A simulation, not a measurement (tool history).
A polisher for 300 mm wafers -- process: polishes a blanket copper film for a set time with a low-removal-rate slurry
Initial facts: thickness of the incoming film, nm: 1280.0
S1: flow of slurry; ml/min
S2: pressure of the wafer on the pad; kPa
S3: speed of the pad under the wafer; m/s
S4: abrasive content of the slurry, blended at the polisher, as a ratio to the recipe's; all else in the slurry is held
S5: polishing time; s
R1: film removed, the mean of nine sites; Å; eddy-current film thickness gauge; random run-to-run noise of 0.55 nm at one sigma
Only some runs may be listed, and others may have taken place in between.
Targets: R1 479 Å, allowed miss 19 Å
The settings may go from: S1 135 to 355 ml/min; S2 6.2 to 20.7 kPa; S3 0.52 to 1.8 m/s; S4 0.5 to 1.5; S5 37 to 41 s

run	day	S1	S2	S3	S4	S5	R1
1	0	225	13.1	1.16	1	41	794.52
2	0.308	225	15.2	1.16	1	41	881.98
3	0.6	225	13.8	1.14	1	41	808.52
4	0.679	225	11	1.14	1	41	688.12
5	0.908	225	11	0.9	1	41	545.58
6	1.104	225	13.1	0.9	1	41	624.6
7	1.362	225	13.1	0.9	1	41	624.47
8	1.5	225	12.4	0.9	1	41	595.73
9	1.571	225	11.7	0.9	1	41	565.15
10	1.712	225	10.3	0.9	1	41	520.33

Next run, 4 choices. One meets every target within its allowed miss, the rest don't. Which?
A	1.854	175	11.7	0.74	1	40	?
B	1.854	250	10.3	0.78	1.15	39	?
C	1.854	215	9.7	0.84	1.05	38	?
D	1.854	255	8.3	0.96	0.95	41	?

move	R1
A	440.83
B	440.41
C	424.2
D	469.46
A: takes the result that was furthest off past its target
B: takes the result that was furthest off past its target
C: takes the result that was furthest off past its target
D: meets every target
Move D is the one to make.

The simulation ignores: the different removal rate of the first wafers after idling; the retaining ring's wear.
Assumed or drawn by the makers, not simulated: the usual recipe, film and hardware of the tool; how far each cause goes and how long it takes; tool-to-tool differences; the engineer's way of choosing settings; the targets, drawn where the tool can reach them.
